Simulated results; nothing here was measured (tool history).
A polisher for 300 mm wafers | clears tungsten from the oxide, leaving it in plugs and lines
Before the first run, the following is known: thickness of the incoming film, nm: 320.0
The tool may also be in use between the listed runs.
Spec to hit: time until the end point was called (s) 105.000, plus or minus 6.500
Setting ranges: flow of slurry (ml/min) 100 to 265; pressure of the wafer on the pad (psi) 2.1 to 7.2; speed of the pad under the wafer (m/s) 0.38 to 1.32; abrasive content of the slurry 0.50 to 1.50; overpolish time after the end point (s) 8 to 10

run	hour	flow of slurry (ml/min)	pressure of the wafer on the pad (psi)	speed of the pad under the wafer (m/s)	abrasive content of the slurry	overpolish time after the end point (s)	time until the end point was called (s)
1	0.0	170	4.6	0.84	1.00	10	57.251
2	3.1	170	4.2	0.82	1.00	10	66.884
3	11.7	170	4.2	0.82	1.00	10	63.462
4	12.8	170	3.8	0.80	1.00	10	72.969
5	15.8	170	3.5	0.80	1.00	10	80.079
6	17.9	170	3.5	0.80	1.00	8	79.630
7	19.6	170	3.3	0.80	1.00	8	83.747
8	25.8	170	3.1	0.80	1.00	8	88.854
9	30.2	170	3.0	0.80	1.00	8	94.569
10	34.9	170	2.9	0.80	1.00	8	95.461
11	39.8	170	2.9	0.80	1.00	8	96.792

Exactly one of the 5 candidate moves below puts every result within its allowed miss. Which one?
A	44.7	180	2.2	0.74	1.15	8	?
B	44.7	160	3.0	0.76	0.80	8	?
C	44.7	170	2.6	0.68	0.95	8	?
D	44.7	165	2.9	0.92	0.85	8	?
E	44.7	145	3.3	1.00	0.65	9	?

move	time until the end point was called (s)
A	127.230
B	104.830
C	125.780
D	87.885
E	79.538
A: moves the result that the last run missed by most past its target, out the other side
B: every result within its allowed miss
C: moves the result that the last run missed by most past its target, out the other side
D: misses by more than the last run did
E: misses by more than the last run did
Move B is the one to make.
